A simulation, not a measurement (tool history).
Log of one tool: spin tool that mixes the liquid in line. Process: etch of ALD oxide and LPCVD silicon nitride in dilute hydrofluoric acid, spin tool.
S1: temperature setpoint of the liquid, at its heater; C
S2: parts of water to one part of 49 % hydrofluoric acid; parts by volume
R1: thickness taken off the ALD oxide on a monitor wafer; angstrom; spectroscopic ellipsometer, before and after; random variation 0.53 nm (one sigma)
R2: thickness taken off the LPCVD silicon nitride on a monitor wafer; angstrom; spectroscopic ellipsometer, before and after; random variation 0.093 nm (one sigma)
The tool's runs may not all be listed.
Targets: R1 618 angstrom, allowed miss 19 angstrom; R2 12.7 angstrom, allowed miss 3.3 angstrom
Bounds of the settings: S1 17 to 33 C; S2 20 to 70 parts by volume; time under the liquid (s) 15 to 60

run 1 hour=0 | S1=25 S2=40 time_under_the_liquid_(s)=30 | R1=194.52 R2=4.1182
run 2 hour=8.8 | S1=26 S2=35 time_under_the_liquid_(s)=30 | R1=231.19 R2=4.743
run 3 hour=10.1 | S1=26 S2=25 time_under_the_liquid_(s)=30 | R1=324.67 R2=6.1331
run 4 hour=12.2 | S1=26 S2=25 time_under_the_liquid_(s)=20 | R1=220.97 R2=4.1693
run 5 hour=19.2 | S1=27 S2=25 time_under_the_liquid_(s)=20 | R1=229.15 R2=4.9337
run 6 hour=28.1 | S1=27 S2=25 time_under_the_liquid_(s)=15 | R1=172.44 R2=3.6525
run 7 hour=29.6 | S1=27.5 S2=25 time_under_the_liquid_(s)=20 | R1=232.61 R2=5.2578
run 8 hour=32.4 | S1=28 S2=20 time_under_the_liquid_(s)=30 | R1=448.41 R2=10.695
run 9 hour=33.2 | S1=28 S2=20 time_under_the_liquid_(s)=35 | R1=516.8 R2=10.792
run 10 hour=34.6 | S1=28.5 S2=20 time_under_the_liquid_(s)=35 | R1=535.01 R2=11.965

Which of these 4 next moves meets every target?
run A hour=36 | S1=25.5 S2=20 time_under_the_liquid_(s)=35 | R1=? R2=?
run B hour=36 | S1=32.5 S2=25 time_under_the_liquid_(s)=35 | R1=? R2=?
run C hour=36 | S1=27 S2=25 time_under_the_liquid_(s)=55 | R1=? R2=?
run D hour=36 | S1=32 S2=25 time_under_the_liquid_(s)=35 | R1=? R2=?

move=A R1=473.07 R2=8.9748
move=B R1=499.07 R2=11.502
move=C R1=628.28 R2=12.599
move=D R1=489.29 R2=11.137
A: further off than the last run
B: further off than the last run
C: meets every target
D: further off than the last run
Answer: C

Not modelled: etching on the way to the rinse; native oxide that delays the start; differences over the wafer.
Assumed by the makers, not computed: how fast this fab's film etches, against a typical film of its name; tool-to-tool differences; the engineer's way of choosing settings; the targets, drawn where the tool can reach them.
